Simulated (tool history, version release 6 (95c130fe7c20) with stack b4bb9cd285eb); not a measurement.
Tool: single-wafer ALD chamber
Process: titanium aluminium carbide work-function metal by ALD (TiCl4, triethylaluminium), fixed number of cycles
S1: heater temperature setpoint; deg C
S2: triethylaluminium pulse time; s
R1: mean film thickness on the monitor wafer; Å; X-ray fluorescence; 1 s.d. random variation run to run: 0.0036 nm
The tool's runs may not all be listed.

run	hour	S1	S2	R1
1	0	290	8.32	18.92
2	3.6	296	8.32	19.297
3	4.2	293	7.58	18.63
4	13.2	293	8.82	19.324
5	16.9	303	8.82	20.094
6	23	312	8.82	20.913
7	31	307	8.01	20.023
8	35.3	303	7.31	19.191

The next listed run, before its measurement:
9	38	301	6.76	?

Run 9 measured R1 18.415 Å.

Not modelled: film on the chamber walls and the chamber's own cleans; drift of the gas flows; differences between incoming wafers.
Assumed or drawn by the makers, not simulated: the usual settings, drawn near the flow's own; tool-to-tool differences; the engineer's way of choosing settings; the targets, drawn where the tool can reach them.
